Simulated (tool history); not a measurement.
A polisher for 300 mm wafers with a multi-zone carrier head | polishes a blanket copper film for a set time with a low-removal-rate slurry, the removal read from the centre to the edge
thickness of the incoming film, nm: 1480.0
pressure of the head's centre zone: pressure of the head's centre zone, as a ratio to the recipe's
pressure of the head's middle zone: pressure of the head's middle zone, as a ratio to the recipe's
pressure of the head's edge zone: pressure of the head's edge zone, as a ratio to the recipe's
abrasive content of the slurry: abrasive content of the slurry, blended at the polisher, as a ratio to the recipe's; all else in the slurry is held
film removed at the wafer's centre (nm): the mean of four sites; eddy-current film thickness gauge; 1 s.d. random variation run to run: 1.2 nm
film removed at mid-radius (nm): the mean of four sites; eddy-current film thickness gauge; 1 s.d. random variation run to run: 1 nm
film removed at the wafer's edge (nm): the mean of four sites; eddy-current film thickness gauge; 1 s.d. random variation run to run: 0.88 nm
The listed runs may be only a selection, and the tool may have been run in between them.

run,hour,flow of slurry (ml/min),pressure of the head's centre zone,pressure of the head's middle zone,pressure of the head's edge zone,abrasive content of the slurry,polishing time (s),film removed at the wafer's centre (nm),film removed at mid-radius (nm),film removed at the wafer's edge (nm)
1,0.0,165,1.00,1.00,1.00,1.0,54,137.08,141.15,137.56
2,3.5,160,0.99,0.98,1.00,1.0,54,135.80,137.18,136.00
3,4.8,160,1.03,0.98,1.00,1.0,54,143.13,135.23,136.17
4,6.3,160,1.09,0.98,1.00,1.0,54,148.83,136.60,136.13
5,7.6,155,1.07,0.97,1.00,1.0,54,144.22,135.93,136.73
6,15.7,155,1.07,0.97,1.00,1.0,45,122.09,113.45,112.37

What will run 7 give?
7,21.6,160,1.06,0.96,1.03,1.0,45,?,?,?

{"run 7": {"film removed at the wafer's centre (nm)": 121.76, "film removed at mid-radius (nm)": 113.42, "film removed at the wafer's edge (nm)": 114.98}}

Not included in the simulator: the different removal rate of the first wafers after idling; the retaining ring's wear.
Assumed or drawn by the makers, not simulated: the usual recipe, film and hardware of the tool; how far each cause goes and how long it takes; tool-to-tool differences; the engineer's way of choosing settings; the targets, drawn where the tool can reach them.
